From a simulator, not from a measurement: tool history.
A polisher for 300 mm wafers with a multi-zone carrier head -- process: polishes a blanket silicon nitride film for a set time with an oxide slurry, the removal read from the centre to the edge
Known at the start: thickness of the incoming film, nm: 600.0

run	hour	flow of slurry (ml/min)	pressure of the head's centre zone	pressure of the head's middle zone	pressure of the head's edge zone	abrasive content of the slurry	polishing time (s)	film removed at the wafer's centre (nm)	film removed at mid-radius (nm)	film removed at the wafer's edge (nm)
1	0	195	1	1	1	1	55	18.273	17.87	18.063
2	2.7	185	0.97	0.99	1	0.9	51	15.631	15.631	16.256
3	4	175	0.94	0.99	0.98	0.85	48	13.71	14.406	14.43
4	5.6	175	0.94	0.95	0.98	0.85	48	13.713	13.766	14.281
5	6.2	175	0.94	0.95	1.01	0.85	48	13.659	14.075	14.698
6	9.4	205	0.94	0.95	1.01	0.85	48	14.204	14.295	14.824
7	14.4	150	0.84	0.9	0.94	0.6	33	6.9321	7.5892	8.1604
8	20.2	165	0.84	0.91	0.96	0.6	33	7.0313	7.7572	8.3583
9	28.5	175	0.84	0.92	0.98	0.6	33	7.1004	7.8876	8.3956
10	32.3	185	0.84	0.93	1.01	0.6	33	7.2494	7.968	8.7338
11	40	190	0.84	0.95	1.02	0.6	33	7.3616	8.2598	8.7728

Run 12 comes next. What will it give?
12	42.6	220	0.81	0.97	1.1	0.6	33	?	?	?

{"run 12": {"film removed at the wafer's centre (nm)": 7.2021, "film removed at mid-radius (nm)": 8.5746, "film removed at the wafer's edge (nm)": 9.2224}}
